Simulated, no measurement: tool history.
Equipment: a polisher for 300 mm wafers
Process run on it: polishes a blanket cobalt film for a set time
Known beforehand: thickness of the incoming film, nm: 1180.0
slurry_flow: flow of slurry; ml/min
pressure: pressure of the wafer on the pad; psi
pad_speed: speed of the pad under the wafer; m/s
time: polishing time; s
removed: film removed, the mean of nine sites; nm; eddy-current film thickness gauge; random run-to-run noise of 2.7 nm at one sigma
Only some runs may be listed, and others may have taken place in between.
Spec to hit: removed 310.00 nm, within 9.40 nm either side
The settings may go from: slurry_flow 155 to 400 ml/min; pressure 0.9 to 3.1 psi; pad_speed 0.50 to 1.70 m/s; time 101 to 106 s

Run 1, hour 0.0: slurry_flow 255 ml/min, pressure 2.0 psi, pad_speed 1.10 m/s, time 101 s. Result: removed 590.61 nm.
Run 2, hour 8.3: slurry_flow 255 ml/min, pressure 2.0 psi, pad_speed 0.92 m/s, time 101 s. Result: removed 502.37 nm.
Run 3, hour 12.4: slurry_flow 255 ml/min, pressure 2.0 psi, pad_speed 0.92 m/s, time 106 s. Result: removed 528.47 nm.
Run 4, hour 18.3: slurry_flow 255 ml/min, pressure 1.5 psi, pad_speed 0.92 m/s, time 106 s. Result: removed 430.80 nm.
Run 5, hour 25.5: slurry_flow 255 ml/min, pressure 1.4 psi, pad_speed 0.90 m/s, time 106 s. Result: removed 405.63 nm.
Run 6, hour 28.5: slurry_flow 255 ml/min, pressure 1.3 psi, pad_speed 0.88 m/s, time 106 s. Result: removed 383.74 nm.
Run 7, hour 30.7: slurry_flow 255 ml/min, pressure 1.2 psi, pad_speed 0.86 m/s, time 106 s. Result: removed 357.97 nm.
Run 8, hour 37.6: slurry_flow 255 ml/min, pressure 1.1 psi, pad_speed 0.86 m/s, time 106 s. Result: removed 336.93 nm.
Run 9, hour 43.2: slurry_flow 250 ml/min, pressure 1.0 psi, pad_speed 0.86 m/s, time 106 s. Result: removed 318.45 nm.
Run 10, hour 49.2: slurry_flow 245 ml/min, pressure 1.0 psi, pad_speed 0.86 m/s, time 106 s. Result: removed 317.38 nm.

Which single option among these 5 for the next run brings every result within its allowed miss of target? Just one does.
Run A, hour 55.2: slurry_flow 305 ml/min, pressure 1.0 psi, pad_speed 0.86 m/s, time 101 s. Result: removed ?.
Run B, hour 55.2: slurry_flow 205 ml/min, pressure 1.0 psi, pad_speed 0.92 m/s, time 106 s. Result: removed ?.
Run C, hour 55.2: slurry_flow 255 ml/min, pressure 1.0 psi, pad_speed 0.76 m/s, time 106 s. Result: removed ?.
Run D, hour 55.2: slurry_flow 170 ml/min, pressure 1.0 psi, pad_speed 0.98 m/s, time 101 s. Result: removed ?.
Run E, hour 55.2: slurry_flow 230 ml/min, pressure 1.1 psi, pad_speed 0.84 m/s, time 106 s. Result: removed ?.

move  removed
   A   315.86
   B   340.38
   C   295.41
   D   336.84
   E   336.50
A: all results land within tolerance of their targets
B: moves away from the targets compared with the last run
C: takes the result that was furthest off past its target
D: moves away from the targets compared with the last run
E: moves away from the targets compared with the last run
Go with A: it meets all targets.
